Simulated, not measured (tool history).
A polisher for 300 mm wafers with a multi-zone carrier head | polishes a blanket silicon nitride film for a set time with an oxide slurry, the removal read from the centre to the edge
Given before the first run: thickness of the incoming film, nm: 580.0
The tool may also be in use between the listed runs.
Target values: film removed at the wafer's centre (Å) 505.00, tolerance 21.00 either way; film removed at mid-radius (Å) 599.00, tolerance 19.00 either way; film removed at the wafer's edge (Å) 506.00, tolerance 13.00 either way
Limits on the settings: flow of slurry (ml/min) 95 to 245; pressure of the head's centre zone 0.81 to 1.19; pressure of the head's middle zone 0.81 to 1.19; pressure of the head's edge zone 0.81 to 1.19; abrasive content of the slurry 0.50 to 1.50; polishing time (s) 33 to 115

| run | day | flow of slurry (ml/min) | pressure of the head's centre zone | pressure of the head's middle zone | pressure of the head's edge zone | abrasive content of the slurry | polishing time (s) | film removed at the wafer's centre (Å) | film removed at mid-radius (Å) | film removed at the wafer's edge (Å) |
|---|---|---|---|---|---|---|---|---|---|---|
| 1 | 0.000 | 155 | 1.00 | 1.00 | 1.00 | 1.00 | 73 | 397.99 | 410.30 | 410.41 |
| 2 | 0.250 | 155 | 1.00 | 1.07 | 1.00 | 1.00 | 73 | 402.70 | 427.46 | 410.10 |
| 3 | 0.612 | 155 | 1.00 | 1.07 | 1.00 | 0.85 | 73 | 380.66 | 398.78 | 383.82 |
| 4 | 0.708 | 155 | 1.00 | 1.15 | 1.00 | 0.85 | 73 | 375.66 | 432.54 | 385.41 |
| 5 | 0.746 | 155 | 1.00 | 1.15 | 1.00 | 0.85 | 64 | 325.46 | 373.94 | 338.81 |
| 6 | 0.971 | 155 | 1.00 | 1.15 | 1.05 | 0.85 | 64 | 340.91 | 378.12 | 341.26 |
| 7 | 1.062 | 170 | 0.99 | 1.16 | 1.06 | 1.00 | 65 | 359.96 | 413.75 | 380.42 |
| 8 | 1.179 | 175 | 1.02 | 1.17 | 1.00 | 1.15 | 67 | 404.38 | 455.52 | 396.08 |
| 9 | 1.375 | 175 | 1.02 | 1.17 | 1.00 | 1.15 | 67 | 401.52 | 452.02 | 395.84 |
| 10 | 1.629 | 185 | 1.01 | 1.18 | 0.99 | 1.25 | 69 | 426.50 | 487.51 | 414.51 |
| 11 | 1.888 | 190 | 1.00 | 1.18 | 1.00 | 1.30 | 71 | 448.62 | 510.05 | 437.59 |
| 12 | 2.133 | 195 | 0.99 | 1.18 | 1.00 | 1.35 | 72 | 440.91 | 530.60 | 449.00 |

Which one of the following 5 next-run settings gets every result inside its allowed miss? There is exactly one.
| A | 2.379 | 210 | 0.83 | 1.03 | 1.10 | 1.30 | 72 | ? | ? | ? |
| B | 2.379 | 185 | 0.98 | 1.19 | 0.98 | 1.40 | 81 | ? | ? | ? |
| C | 2.379 | 190 | 0.84 | 1.14 | 1.07 | 1.50 | 79 | ? | ? | ? |
| D | 2.379 | 155 | 1.07 | 1.09 | 1.01 | 1.20 | 80 | ? | ? | ? |
| E | 2.379 | 195 | 1.06 | 0.86 | 1.02 | 1.20 | 81 | ? | ? | ? |

| move | film removed at the wafer's centre (Å) | film removed at mid-radius (Å) | film removed at the wafer's edge (Å) |
|---|---|---|---|
| A | 401.07 | 469.62 | 469.47 |
| B | 507.85 | 599.71 | 502.13 |
| C | 456.10 | 578.27 | 524.04 |
| D | 490.98 | 506.61 | 469.09 |
| E | 516.00 | 437.90 | 493.15 |
A: its largest miss is bigger than the last run's
B: every result within its allowed miss
C: moves the result that the last run missed by most past its target, out the other side
D: its largest miss is bigger than the last run's
E: the worst result of the last run now meets its target, but another is out of spec
The move that meets every target is B.
